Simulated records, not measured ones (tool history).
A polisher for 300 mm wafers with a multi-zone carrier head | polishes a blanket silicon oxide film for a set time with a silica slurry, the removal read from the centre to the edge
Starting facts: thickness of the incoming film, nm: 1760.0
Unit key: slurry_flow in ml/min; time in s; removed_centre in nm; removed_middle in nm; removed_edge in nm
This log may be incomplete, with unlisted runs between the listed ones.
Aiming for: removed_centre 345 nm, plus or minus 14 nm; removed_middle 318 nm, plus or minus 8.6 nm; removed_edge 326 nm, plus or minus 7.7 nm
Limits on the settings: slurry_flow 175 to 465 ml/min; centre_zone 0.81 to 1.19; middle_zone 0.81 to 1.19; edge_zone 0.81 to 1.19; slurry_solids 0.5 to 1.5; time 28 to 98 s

run,hour,slurry_flow,centre_zone,middle_zone,edge_zone,slurry_solids,time,removed_centre,removed_middle,removed_edge
1,0,295,1,1,1,1,63,237.49,241.49,240.02
2,8.7,295,1,1,1,0.9,63,231.36,230.87,228.13
3,9.6,305,1.04,1.01,1.03,1,63,249.42,241.38,241.08
4,17.8,305,1.04,1.01,0.97,1,63,253.24,247.05,235.95
5,19.3,305,1.04,0.94,0.97,1,63,255.16,228.68,235.64
6,27.6,305,0.98,0.94,0.97,1,63,240.99,228.12,233.17
7,34.7,340,1.08,1.04,1.07,1.25,64,284.59,272.51,273.55
8,43.6,340,1.08,1.04,1.07,1.25,64,292.37,272.88,269.38
9,49.6,335,1.08,1.04,1.09,1.3,65,293.79,283.43,284.35
10,55.2,335,1.09,1.04,1.1,1.35,66,314.28,285.92,288.87
11,57.9,350,1.09,1.05,1.12,1.4,66,312.63,297.41,297.01

5 candidate next runs follow, results not yet known. Just one meets every target within its allowed miss. Identify it.
A,60.6,365,0.93,1.1,1.19,1.5,66,?,?,?
B,60.6,370,1.03,0.97,1.11,1.4,69,?,?,?
C,60.6,360,1.09,1.02,1.12,1.45,71,?,?,?
D,60.6,375,1.05,1.05,1.09,1.35,64,?,?,?
E,60.6,370,0.9,0.93,1.19,1.4,73,?,?,?

move,removed_centre,removed_middle,removed_edge
A,270.91,317.71,319.52
B,307.39,292.42,316.25
C,337.79,316.54,329.69
D,287.89,287.02,287.28
E,283.78,298.82,347.02
A: meets the target for the result that was furthest off, but another lies outside its allowed miss
B: better than the last run, though not everything is in spec
C: meets every target
D: its largest miss is bigger than the last run's
E: pushes the last run's worst result past its target
The right move is C.
